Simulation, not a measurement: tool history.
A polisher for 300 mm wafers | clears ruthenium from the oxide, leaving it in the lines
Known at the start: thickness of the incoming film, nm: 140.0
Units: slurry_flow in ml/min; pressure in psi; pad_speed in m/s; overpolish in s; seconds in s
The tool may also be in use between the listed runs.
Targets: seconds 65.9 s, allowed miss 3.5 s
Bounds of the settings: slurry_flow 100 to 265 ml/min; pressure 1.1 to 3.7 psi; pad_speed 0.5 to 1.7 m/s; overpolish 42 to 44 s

run 1 day=0 | slurry_flow=170 pressure=2.4 pad_speed=1.1 overpolish=42 | seconds=103.03
run 2 day=0.333 | slurry_flow=170 pressure=2.4 pad_speed=0.86 overpolish=42 | seconds=131.31
run 3 day=0.433 | slurry_flow=170 pressure=2.4 pad_speed=0.86 overpolish=44 | seconds=131.58
run 4 day=0.471 | slurry_flow=170 pressure=2.4 pad_speed=0.86 overpolish=44 | seconds=131.73
run 5 day=0.604 | slurry_flow=170 pressure=2.4 pad_speed=0.86 overpolish=44 | seconds=130.65
run 6 day=0.846 | slurry_flow=170 pressure=2.4 pad_speed=0.86 overpolish=44 | seconds=129.49
run 7 day=0.908 | slurry_flow=170 pressure=2.6 pad_speed=0.88 overpolish=44 | seconds=117.66
run 8 day=0.992 | slurry_flow=170 pressure=2.6 pad_speed=0.88 overpolish=44 | seconds=119.71
run 9 day=1.346 | slurry_flow=170 pressure=2.6 pad_speed=0.88 overpolish=44 | seconds=118.03
run 10 day=1.375 | slurry_flow=170 pressure=2.8 pad_speed=0.9 overpolish=44 | seconds=105.73
run 11 day=1.533 | slurry_flow=170 pressure=3 pad_speed=0.92 overpolish=44 | seconds=99.103

4 next moves are on the table. One of them brings every result within its allowed miss. Which?
run A day=1.692 | slurry_flow=200 pressure=3.4 pad_speed=1.06 overpolish=44 | seconds=?
run B day=1.692 | slurry_flow=150 pressure=3.4 pad_speed=1.24 overpolish=42 | seconds=?
run C day=1.692 | slurry_flow=155 pressure=2.4 pad_speed=0.72 overpolish=44 | seconds=?
run D day=1.692 | slurry_flow=140 pressure=3.7 pad_speed=0.98 overpolish=42 | seconds=?

move=A seconds=72.793
move=B seconds=65.549
move=C seconds=154.55
move=D seconds=76.867
A: nearer than the last run, and not there yet
B: meets every target
C: further off than the last run
D: nearer than the last run, and not there yet
Move B is the one to make.

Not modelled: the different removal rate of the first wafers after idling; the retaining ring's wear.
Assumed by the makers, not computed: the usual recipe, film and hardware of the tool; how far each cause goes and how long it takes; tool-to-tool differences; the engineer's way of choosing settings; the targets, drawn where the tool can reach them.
